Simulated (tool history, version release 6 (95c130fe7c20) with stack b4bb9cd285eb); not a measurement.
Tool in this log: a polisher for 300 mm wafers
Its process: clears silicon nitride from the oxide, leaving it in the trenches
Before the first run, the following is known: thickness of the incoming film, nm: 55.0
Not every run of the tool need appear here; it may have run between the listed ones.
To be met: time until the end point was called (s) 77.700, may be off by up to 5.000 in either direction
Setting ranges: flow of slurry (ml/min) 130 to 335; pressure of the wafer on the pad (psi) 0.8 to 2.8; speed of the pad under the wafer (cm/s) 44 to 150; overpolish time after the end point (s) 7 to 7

run	hour	flow of slurry (ml/min)	pressure of the wafer on the pad (psi)	speed of the pad under the wafer (cm/s)	overpolish time after the end point (s)	time until the end point was called (s)
1	0.0	215	1.8	96	7	122.730
2	4.7	215	1.8	96	7	118.550
3	8.1	215	2.0	98	7	108.760
4	13.4	215	2.0	74	7	148.250
5	17.2	215	2.4	74	7	127.640
6	21.8	175	2.4	74	7	133.880
7	28.3	185	2.5	82	7	113.620
8	30.9	195	2.8	102	7	87.379

Consider the 5 candidate settings below. Which is the only one whose results all fall within their allowed miss of target?
A	33.5	205	2.8	130	7	?
B	33.5	215	2.8	126	7	?
C	33.5	220	2.8	132	7	?
D	33.5	200	2.8	112	7	?
E	33.5	230	2.8	122	7	?

move	time until the end point was called (s)
A	67.710
B	69.376
C	66.100
D	78.573
E	71.003
A: the result that was furthest off in the last run now lies on the other side of its target
B: the result that was furthest off in the last run now lies on the other side of its target
C: the result that was furthest off in the last run now lies on the other side of its target
D: each result inside its tolerance
E: the result that was furthest off in the last run now lies on the other side of its target
So the answer is move D, the one that meets all the targets.
